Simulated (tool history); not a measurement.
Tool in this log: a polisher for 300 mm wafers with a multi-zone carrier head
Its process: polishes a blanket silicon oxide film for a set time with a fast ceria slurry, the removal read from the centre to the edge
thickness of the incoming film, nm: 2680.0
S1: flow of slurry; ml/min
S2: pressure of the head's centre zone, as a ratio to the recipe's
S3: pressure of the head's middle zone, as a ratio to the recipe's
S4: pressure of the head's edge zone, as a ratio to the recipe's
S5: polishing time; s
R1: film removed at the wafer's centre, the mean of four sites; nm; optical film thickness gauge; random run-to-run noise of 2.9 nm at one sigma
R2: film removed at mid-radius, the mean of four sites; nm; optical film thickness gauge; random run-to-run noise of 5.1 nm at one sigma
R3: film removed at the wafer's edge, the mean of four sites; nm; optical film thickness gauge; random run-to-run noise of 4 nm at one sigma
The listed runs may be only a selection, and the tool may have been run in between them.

| run | hour | S1 | S2 | S3 | S4 | S5 | R1 | R2 | R3 |
|---|---|---|---|---|---|---|---|---|---|
| 1 | 0.0 | 125 | 1.00 | 1.00 | 1.00 | 63 | 672.27 | 731.71 | 737.48 |
| 2 | 7.2 | 125 | 1.00 | 1.00 | 0.94 | 63 | 664.12 | 745.36 | 711.41 |
| 3 | 11.3 | 120 | 1.00 | 0.98 | 0.95 | 59 | 608.05 | 690.00 | 657.79 |
| 4 | 15.2 | 115 | 1.02 | 0.96 | 0.98 | 55 | 573.48 | 632.30 | 626.13 |
| 5 | 21.3 | 115 | 1.02 | 0.96 | 0.98 | 49 | 518.73 | 550.61 | 558.97 |
| 6 | 23.0 | 115 | 1.02 | 0.96 | 0.98 | 34 | 360.69 | 386.56 | 383.65 |

Expected results for the next run?
| 7 | 24.7 | 115 | 1.02 | 0.94 | 0.99 | 34 | ? | ? | ? |

{"run 7": {"R1": 355.82, "R2": 369.07, "R3": 390.1}}
